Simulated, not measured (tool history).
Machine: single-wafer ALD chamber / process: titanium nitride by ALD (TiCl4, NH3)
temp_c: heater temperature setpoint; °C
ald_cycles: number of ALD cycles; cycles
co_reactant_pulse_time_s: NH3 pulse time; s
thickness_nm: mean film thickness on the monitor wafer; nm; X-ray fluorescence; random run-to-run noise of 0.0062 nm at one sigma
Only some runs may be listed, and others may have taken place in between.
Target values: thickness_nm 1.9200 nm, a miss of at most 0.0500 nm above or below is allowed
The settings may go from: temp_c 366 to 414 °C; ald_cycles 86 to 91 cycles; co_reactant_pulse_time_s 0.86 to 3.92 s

run,hour,temp_c,ald_cycles,co_reactant_pulse_time_s,thickness_nm
1,0.0,390,91,2.39,2.1307
2,7.7,394,91,2.39,2.1313
3,9.9,394,91,2.39,2.1394
4,16.2,391,90,2.22,2.1179
5,18.7,391,90,2.82,2.1186
6,24.2,391,90,3.44,2.1390
7,26.7,388,90,3.15,2.1280
8,32.9,386,90,2.90,2.1258
9,40.6,385,90,2.67,2.1207
10,42.9,384,90,2.47,2.1024
11,51.4,382,90,2.29,2.0842

Which single option among these 4 for the next run brings every result within its allowed miss of target? Just one does.
A,59.9,387,90,3.08,?
B,59.9,381,91,2.29,?
C,59.9,404,88,2.10,?
D,59.9,371,86,1.73,?

move,thickness_nm
A,2.1216
B,2.1021
C,2.0624
D,1.9092
A: moves away from the targets compared with the last run
B: moves away from the targets compared with the last run
C: closer than the last run, but not yet in spec
D: hits every target within its allowed miss
Go with D: it meets all targets.

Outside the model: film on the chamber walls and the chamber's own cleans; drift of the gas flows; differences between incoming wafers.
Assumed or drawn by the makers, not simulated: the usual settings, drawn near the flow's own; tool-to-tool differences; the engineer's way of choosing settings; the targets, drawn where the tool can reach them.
